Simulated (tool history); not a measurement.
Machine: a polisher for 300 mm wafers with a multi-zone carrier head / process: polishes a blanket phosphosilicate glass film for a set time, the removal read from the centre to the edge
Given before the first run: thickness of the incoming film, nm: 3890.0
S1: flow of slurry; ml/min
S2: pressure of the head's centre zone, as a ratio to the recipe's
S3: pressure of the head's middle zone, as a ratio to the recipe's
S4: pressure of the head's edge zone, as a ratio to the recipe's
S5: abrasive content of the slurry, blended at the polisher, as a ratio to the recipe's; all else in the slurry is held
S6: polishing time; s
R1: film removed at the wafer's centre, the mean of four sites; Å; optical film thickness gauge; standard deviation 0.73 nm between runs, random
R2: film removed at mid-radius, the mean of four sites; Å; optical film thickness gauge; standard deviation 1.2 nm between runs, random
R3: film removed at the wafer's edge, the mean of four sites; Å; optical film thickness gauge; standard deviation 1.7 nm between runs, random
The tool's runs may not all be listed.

run  hour   S1    S2    S3    S4    S5  S6      R1      R2      R3
  1     0  120     1     1     1     1  34  2843.4  2867.2  2866.9
  2   1.7  120  0.92     1     1     1  34  2621.9  2891.2  2815.3
  3   5.8  120  0.92     1  0.91     1  34    2623  2835.2  2704.8
  4  11.4  115  0.91     1   0.9  0.95  32  2326.4  2577.9  2464.6
  5  13.2  115  0.91  1.01  0.89   0.9  30  2120.1  2383.2  2151.4
  6  21.2  125  0.91  1.01  0.89   0.9  30  2193.9  2402.1    2325
  7  25.6  120   0.9     1  0.89  0.85  29  2017.2  2241.8  2158.8
  8  31.9  115  0.89     1  0.88   0.8  28  1815.1  2015.4  1935.2
  9  34.7  110  0.88     1  0.87  0.75  28  1707.9  1918.7  1767.2
 10  43.1  105  0.87     1  0.89   0.7  28  1572.8  1804.7  1709.5
 11    47  100  0.86     1  0.88   0.7  28  1548.4  1775.8  1677.1
 12  54.9   95  0.85     1  0.88   0.7  28  1513.7  1765.8  1668.7
 13  60.9   90  0.85     1  0.87   0.7  28  1465.4  1732.4  1649.3

Run 14 comes next. What will it give?
 14  64.5  90  0.85   1  0.86  0.7  28   ?   ?   ?

Run 14 gave R1 1482.2 Å, R2 1727.4 Å, R3 1651.9 Å.
